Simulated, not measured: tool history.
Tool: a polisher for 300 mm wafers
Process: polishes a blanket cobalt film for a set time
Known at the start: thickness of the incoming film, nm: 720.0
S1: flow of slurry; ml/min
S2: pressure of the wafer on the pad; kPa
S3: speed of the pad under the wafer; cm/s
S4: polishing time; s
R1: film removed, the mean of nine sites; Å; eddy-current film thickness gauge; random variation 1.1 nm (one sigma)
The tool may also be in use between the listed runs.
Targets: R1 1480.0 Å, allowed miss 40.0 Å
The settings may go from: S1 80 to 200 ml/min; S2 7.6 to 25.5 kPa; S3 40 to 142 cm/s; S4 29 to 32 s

run  hour   S1    S2  S3  S4      R1
  1   0.0  130  16.5  90  32  1804.4
  2   7.9  100  16.5  90  32  1683.5
  3  15.8   95  15.9  90  32  1619.9
  4  23.2   95  15.9  76  32  1342.3
  5  27.5  105  15.9  76  32  1383.4
  6  36.4  105  15.9  90  32  1659.1
  7  43.5   90  13.8  90  32  1398.2
  8  46.4   95  13.8  90  32  1384.1
  9  49.6  100  13.8  90  32  1412.4

Which of these 4 next moves meets every target?
  A  52.8   95  14.5  100  31   ?
  B  52.8  120  13.8  104  30   ?
  C  52.8   85  15.9   92  32   ?
  D  52.8  105  12.4  102  32   ?

move      R1
   A  1556.4
   B  1585.3
   C  1563.6
   D  1451.3
A: takes the result that was furthest off past its target
B: takes the result that was furthest off past its target
C: takes the result that was furthest off past its target
D: meets every target
Move D is the one to make.
